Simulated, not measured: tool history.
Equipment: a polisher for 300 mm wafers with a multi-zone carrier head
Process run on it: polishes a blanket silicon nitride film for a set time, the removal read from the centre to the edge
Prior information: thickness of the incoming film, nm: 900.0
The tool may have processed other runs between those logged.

run	day	flow of slurry (ml/min)	pressure of the head's centre zone	pressure of the head's middle zone	pressure of the head's edge zone	polishing time (s)	film removed at the wafer's centre (angstrom)	film removed at mid-radius (angstrom)	film removed at the wafer's edge (angstrom)
1	0	175	1	1	1	47	836.45	924.07	902.28
2	0.112	175	1	1.04	1	47	837.06	961.87	903.24
3	0.483	195	1	1.04	1	47	861.96	973.42	919
4	0.612	230	1	1.04	1	47	881.51	990.1	930.19
5	0.788	230	1	1.09	1	47	870.49	1056	921.88
6	0.862	230	1.04	1.04	1.03	48	932.99	1015.8	967.97
7	1.179	235	1.08	1.01	1.05	48	959.49	1003.4	967.16
8	1.333	240	1.11	0.96	1.07	49	1025.9	964.62	1003.6
9	1.579	240	1.11	0.96	1.07	49	1006.7	979.75	1045.5
10	1.904	245	1.13	0.94	1.05	49	1039.5	971.95	1019

For run 11, what comes out?
11	1.95	245	1.15	0.92	1.06	49	?	?	?

film removed at the wafer's centre (angstrom): 1066
film removed at mid-radius (angstrom): 941.52
film removed at the wafer's edge (angstrom): 972.43
